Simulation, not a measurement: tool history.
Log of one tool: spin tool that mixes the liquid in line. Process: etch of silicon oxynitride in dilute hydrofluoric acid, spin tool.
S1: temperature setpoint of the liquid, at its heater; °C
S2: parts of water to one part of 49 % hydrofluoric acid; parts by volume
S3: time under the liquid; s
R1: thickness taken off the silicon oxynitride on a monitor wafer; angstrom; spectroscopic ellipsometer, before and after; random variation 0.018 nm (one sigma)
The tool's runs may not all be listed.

| run | day | S1 | S2 | S3 | R1 |
|---|---|---|---|---|---|
| 1 | 0.000 | 23.0 | 55 | 95 | 31.268 |
| 2 | 0.350 | 26.0 | 55 | 95 | 36.298 |
| 3 | 0.542 | 28.5 | 55 | 95 | 39.953 |
| 4 | 0.896 | 28.5 | 45 | 95 | 50.260 |
| 5 | 0.979 | 27.0 | 50 | 95 | 41.491 |
| 6 | 1.062 | 27.0 | 50 | 95 | 41.410 |
| 7 | 1.196 | 25.5 | 50 | 95 | 38.707 |

Run 8 comes next. What will it give?
| 8 | 1.233 | 24.0 | 50 | 95 | ? |

Run 8 gave R1 35.868 angstrom.

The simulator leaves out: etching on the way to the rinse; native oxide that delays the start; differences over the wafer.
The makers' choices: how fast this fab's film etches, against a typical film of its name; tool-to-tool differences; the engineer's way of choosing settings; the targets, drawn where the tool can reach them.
